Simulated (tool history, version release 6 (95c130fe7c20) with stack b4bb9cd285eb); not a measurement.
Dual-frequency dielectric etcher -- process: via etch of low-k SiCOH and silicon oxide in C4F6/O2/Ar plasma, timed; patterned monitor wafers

run,day,source power (W),bias power (W),etch time (s),mean etch depth across the wafer (Å)
1,0,450,155,51,1478.7
2,0.167,460,155,51,1496.2
3,0.238,410,155,51,1427.5
4,0.588,440,155,51,1471.8
5,0.712,440,155,51,1467.4
6,0.892,450,155,51,1474.6
7,1.2,470,156,51,1511.2
8,1.417,480,156,51,1527

The next listed run, before its measurement:
9,1.579,490,156,51,?

{"run 9": {"mean etch depth across the wafer (Å)": 1538.3}}
